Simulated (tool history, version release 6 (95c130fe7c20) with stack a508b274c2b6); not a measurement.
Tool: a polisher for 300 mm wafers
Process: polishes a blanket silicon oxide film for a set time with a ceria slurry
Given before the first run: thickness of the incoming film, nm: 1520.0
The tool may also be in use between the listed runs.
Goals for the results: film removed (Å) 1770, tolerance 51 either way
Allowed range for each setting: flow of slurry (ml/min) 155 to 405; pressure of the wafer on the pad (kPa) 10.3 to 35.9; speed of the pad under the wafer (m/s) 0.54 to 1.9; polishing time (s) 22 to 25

run	day	flow of slurry (ml/min)	pressure of the wafer on the pad (kPa)	speed of the pad under the wafer (m/s)	polishing time (s)	film removed (Å)
1	0	260	22.8	1.22	25	1468.9
2	0.167	260	22.8	1.22	25	1470.1
3	0.225	260	22.8	1.22	25	1461.3
4	0.371	260	20	1.22	25	1309
5	0.579	260	20.7	1.22	25	1339.8
6	0.825	260	21.4	1.22	25	1399.3
7	1.067	260	22.1	1.22	25	1426.7
8	1.296	260	22.8	1.22	25	1468.8
9	1.621	260	23.4	1.22	25	1513.6
10	1.733	260	24.1	1.22	25	1548.5

4 candidate next runs follow, results not yet known. Just one meets every target within its allowed miss. Identify it.
A	1.846	295	18.6	1.76	25	?
B	1.846	240	23.4	1.26	25	?
C	1.846	205	24.1	1.16	25	?
D	1.846	275	24.1	1.5	25	?

move	film removed (Å)
A	1774.7
B	1567.3
C	1459.1
D	1938.3
A: all results land within tolerance of their targets
B: nearer than the last run, and not there yet
C: misses by more than the last run did
D: the result that was furthest off in the last run now lies on the other side of its target
Correct choice: A, which meets every target

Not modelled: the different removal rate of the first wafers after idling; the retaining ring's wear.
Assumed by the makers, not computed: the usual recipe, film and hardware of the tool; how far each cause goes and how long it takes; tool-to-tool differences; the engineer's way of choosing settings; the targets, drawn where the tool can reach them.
